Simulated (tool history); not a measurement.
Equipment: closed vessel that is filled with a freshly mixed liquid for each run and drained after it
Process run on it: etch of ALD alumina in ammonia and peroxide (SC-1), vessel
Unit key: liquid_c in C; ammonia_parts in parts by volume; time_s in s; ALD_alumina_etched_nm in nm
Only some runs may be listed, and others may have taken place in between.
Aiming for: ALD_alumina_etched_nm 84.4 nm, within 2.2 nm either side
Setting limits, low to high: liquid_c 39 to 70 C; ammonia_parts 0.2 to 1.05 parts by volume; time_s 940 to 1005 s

| run | hour | liquid_c | ammonia_parts | time_s | ALD_alumina_etched_nm |
|---|---|---|---|---|---|
| 1 | 0 | 55 | 0.55 | 940 | 65.162 |
| 2 | 8.2 | 55.5 | 0.55 | 940 | 67.563 |
| 3 | 12.8 | 55.5 | 0.55 | 940 | 67.266 |
| 4 | 20.9 | 52.5 | 0.55 | 940 | 57.407 |
| 5 | 26.1 | 53.5 | 0.55 | 940 | 60.892 |
| 6 | 34.1 | 53.5 | 0.55 | 940 | 60.616 |
| 7 | 41 | 54.5 | 0.55 | 940 | 63.472 |
| 8 | 49.4 | 55 | 0.55 | 940 | 65.374 |
| 9 | 54.7 | 55.5 | 0.55 | 940 | 67.147 |
| 10 | 62.8 | 56 | 0.55 | 940 | 69.363 |
| 11 | 71.9 | 56.5 | 0.55 | 940 | 71.095 |
| 12 | 74.2 | 56.5 | 0.55 | 940 | 70.575 |
| 13 | 78.4 | 57 | 0.55 | 940 | 73.426 |

Which of these 4 next moves meets every target?
| A | 82.6 | 59 | 0.4 | 955 | ? |
| B | 82.6 | 60 | 0.55 | 940 | ? |
| C | 82.6 | 57 | 0.55 | 1005 | ? |
| D | 82.6 | 60.5 | 0.2 | 940 | ? |

| move | ALD_alumina_etched_nm |
|---|---|
| A | 79.471 |
| B | 84.87 |
| C | 77.669 |
| D | 79.129 |
A: closes in on the targets versus the last run, not all within tolerance yet
B: every result within its allowed miss
C: closes in on the targets versus the last run, not all within tolerance yet
D: closes in on the targets versus the last run, not all within tolerance yet
Answer: B
